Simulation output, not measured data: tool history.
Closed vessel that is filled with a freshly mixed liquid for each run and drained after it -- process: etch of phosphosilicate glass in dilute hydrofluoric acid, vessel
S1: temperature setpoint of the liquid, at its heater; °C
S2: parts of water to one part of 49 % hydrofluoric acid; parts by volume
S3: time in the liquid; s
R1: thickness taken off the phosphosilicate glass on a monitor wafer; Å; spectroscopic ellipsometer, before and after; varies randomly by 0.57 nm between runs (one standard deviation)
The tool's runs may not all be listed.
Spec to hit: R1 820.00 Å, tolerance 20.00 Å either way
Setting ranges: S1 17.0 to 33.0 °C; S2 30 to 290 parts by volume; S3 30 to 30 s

run  hour    S1   S2  S3      R1
  1   0.0  25.0  160  30  276.22
  2   7.6  26.5  135  30  362.60
  3   9.8  26.5  135  30  366.20
  4  18.2  24.0  135  30  329.08
  5  22.4  22.5  135  30  309.07
  6  25.2  24.5  120  30  384.08
  7  31.2  26.0  110  30  453.93
  8  34.2  27.5  105  30  496.60
  9  37.7  28.5  100  30  550.40
 10  42.8  32.5   70  30  953.96
 11  50.3  30.0   70  30  871.21
 12  54.2  29.5   70  30  848.81

Exactly one of the 5 candidate moves below puts every result within its allowed miss. Which one?
  A  58.1  27.5  60  30   ?
  B  58.1  32.0  75  30   ?
  C  58.1  29.5  65  30   ?
  D  58.1  32.5  80  30   ?
  E  58.1  32.5  75  30   ?

move      R1
   A  931.23
   B  867.11
   C  923.10
   D  821.92
   E  883.56
A: lands further from the targets than the last run did
B: lands further from the targets than the last run did
C: lands further from the targets than the last run did
D: all results in spec
E: lands further from the targets than the last run did
D meets every target.

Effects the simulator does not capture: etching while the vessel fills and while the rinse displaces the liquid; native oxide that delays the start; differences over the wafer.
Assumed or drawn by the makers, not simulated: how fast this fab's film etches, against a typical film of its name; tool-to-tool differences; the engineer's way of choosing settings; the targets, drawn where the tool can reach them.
